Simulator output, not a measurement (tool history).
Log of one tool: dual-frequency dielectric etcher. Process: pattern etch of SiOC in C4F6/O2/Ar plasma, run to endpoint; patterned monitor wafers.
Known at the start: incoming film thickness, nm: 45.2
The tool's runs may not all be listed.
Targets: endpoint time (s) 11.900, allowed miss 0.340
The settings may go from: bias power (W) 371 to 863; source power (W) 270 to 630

| run | hour | bias power (W) | source power (W) | endpoint time (s) |
|---|---|---|---|---|
| 1 | 0.0 | 617 | 450 | 13.901 |
| 2 | 4.3 | 617 | 380 | 14.946 |
| 3 | 6.3 | 617 | 300 | 16.900 |
| 4 | 8.4 | 617 | 350 | 15.668 |
| 5 | 12.7 | 530 | 350 | 16.449 |
| 6 | 18.6 | 530 | 380 | 15.898 |
| 7 | 21.7 | 566 | 400 | 15.171 |
| 8 | 29.6 | 597 | 410 | 14.771 |
| 9 | 32.5 | 625 | 420 | 14.398 |
| 10 | 38.5 | 649 | 430 | 14.072 |
| 11 | 46.2 | 670 | 440 | 13.657 |
| 12 | 55.2 | 690 | 450 | 13.513 |
| 13 | 63.2 | 706 | 460 | 13.118 |
| 14 | 64.9 | 721 | 470 | 12.906 |

Which of these 5 next moves meets every target?
| A | 66.6 | 863 | 570 | ? |
| B | 66.6 | 816 | 590 | ? |
| C | 66.6 | 763 | 600 | ? |
| D | 66.6 | 721 | 560 | ? |
| E | 66.6 | 712 | 360 | ? |

| move | endpoint time (s) |
|---|---|
| A | 11.059 |
| B | 11.145 |
| C | 11.363 |
| D | 11.960 |
| E | 14.610 |
A: takes the result that was furthest off past its target
B: takes the result that was furthest off past its target
C: takes the result that was furthest off past its target
D: meets every target
E: further off than the last run
Answer: D

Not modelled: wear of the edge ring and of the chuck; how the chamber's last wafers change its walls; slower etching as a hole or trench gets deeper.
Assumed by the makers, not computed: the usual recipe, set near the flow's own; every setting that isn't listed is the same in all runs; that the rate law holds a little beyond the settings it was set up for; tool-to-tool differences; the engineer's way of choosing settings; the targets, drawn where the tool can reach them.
